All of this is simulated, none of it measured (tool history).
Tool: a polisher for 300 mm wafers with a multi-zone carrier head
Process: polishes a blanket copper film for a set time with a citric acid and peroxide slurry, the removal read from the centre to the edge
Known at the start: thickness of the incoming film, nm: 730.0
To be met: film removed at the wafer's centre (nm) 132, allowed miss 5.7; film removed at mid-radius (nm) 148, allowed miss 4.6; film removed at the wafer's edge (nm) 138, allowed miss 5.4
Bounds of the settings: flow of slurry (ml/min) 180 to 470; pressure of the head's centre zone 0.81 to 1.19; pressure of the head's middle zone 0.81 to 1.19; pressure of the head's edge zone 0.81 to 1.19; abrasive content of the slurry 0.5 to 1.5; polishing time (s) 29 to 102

run	hour	flow of slurry (ml/min)	pressure of the head's centre zone	pressure of the head's middle zone	pressure of the head's edge zone	abrasive content of the slurry	polishing time (s)	film removed at the wafer's centre (nm)	film removed at mid-radius (nm)	film removed at the wafer's edge (nm)
1	0	300	1	1	1	1	65	106.85	102.45	106.18
2	7.6	300	0.96	1	1	1	65	104.72	104.23	104.86
3	16.5	300	0.96	1	1	1.1	65	105.77	105.24	108.91
4	19.7	345	0.96	1	1	1.1	65	109.47	107.16	109.28
5	21.2	345	0.96	1	1	0.95	65	107.42	102.16	104.71
6	24.7	345	1.03	1	1	0.95	65	112.17	103.21	104.19
7	33.7	345	1.03	1	1	0.95	65	110.71	102.18	105.2
8	39.5	345	1.03	1.05	1.02	1.1	67	117.2	114.88	112.46
9	41.1	345	1.03	1.08	1.04	1.2	69	124.21	121.04	120.16
10	48.7	345	1.01	1.11	1.04	1.3	70	128.84	127.87	126.57
11	51.9	345	0.97	1.13	1.02	1.35	71	127.99	134.76	125.63

Which of these 4 next moves meets every target?
A	55.1	350	1.03	1.15	0.99	1.15	81	?	?	?
B	55.1	370	0.89	1.09	0.94	1.25	82	?	?	?
C	55.1	345	1.08	0.93	1.14	1.45	69	?	?	?
D	55.1	295	0.94	1.06	1.16	1.35	78	?	?	?

move	film removed at the wafer's centre (nm)	film removed at mid-radius (nm)	film removed at the wafer's edge (nm)
A	143.85	147.3	136.82
B	131.15	147.87	138.74
C	135.71	116.17	133.02
D	131	138.33	147.22
A: brings the result that was furthest off to its target, and leaves another outside
B: meets every target
C: further off than the last run
D: nearer than the last run, and not there yet
Answer: B
